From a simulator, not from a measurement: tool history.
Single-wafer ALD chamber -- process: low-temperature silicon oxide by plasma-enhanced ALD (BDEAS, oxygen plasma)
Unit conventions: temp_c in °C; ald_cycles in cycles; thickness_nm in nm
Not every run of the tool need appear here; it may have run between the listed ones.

| run | day | temp_c | ald_cycles | thickness_nm |
|---|---|---|---|---|
| 1 | 0 | 90 | 27 | 4.1067 |
| 2 | 0.158 | 93 | 27 | 4.0598 |
| 3 | 0.5 | 93 | 29 | 4.355 |
| 4 | 0.742 | 93 | 31 | 4.6537 |
| 5 | 1.117 | 93 | 29 | 4.3635 |
| 6 | 1.392 | 97 | 29 | 4.3071 |
| 7 | 1.692 | 99 | 28 | 4.1386 |
| 8 | 1.762 | 101 | 27 | 3.9261 |
| 9 | 2.017 | 101 | 27 | 3.9617 |

For run 10, what comes out?
| 10 | 2.171 | 103 | 27 | ? |

For run 10 the tool returned thickness_nm 3.9195 nm.
